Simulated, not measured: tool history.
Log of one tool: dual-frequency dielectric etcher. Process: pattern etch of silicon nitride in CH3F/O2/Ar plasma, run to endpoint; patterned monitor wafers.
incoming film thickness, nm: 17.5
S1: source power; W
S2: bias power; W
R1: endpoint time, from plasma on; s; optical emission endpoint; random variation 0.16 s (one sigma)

run  hour   S1   S2      R1
  1   0.0  380   91  24.458
  2   7.8  380   78  25.431
  3  10.6  380   89  24.334
  4  18.5  400   91  23.444
  5  27.1  410   92  23.020
  6  30.6  420   92  23.040
  7  33.9  500  101  20.084

Run 8 comes next. What will it give?
  8  42.4  490  101   ?

{"run 8": {"R1": 20.367}}
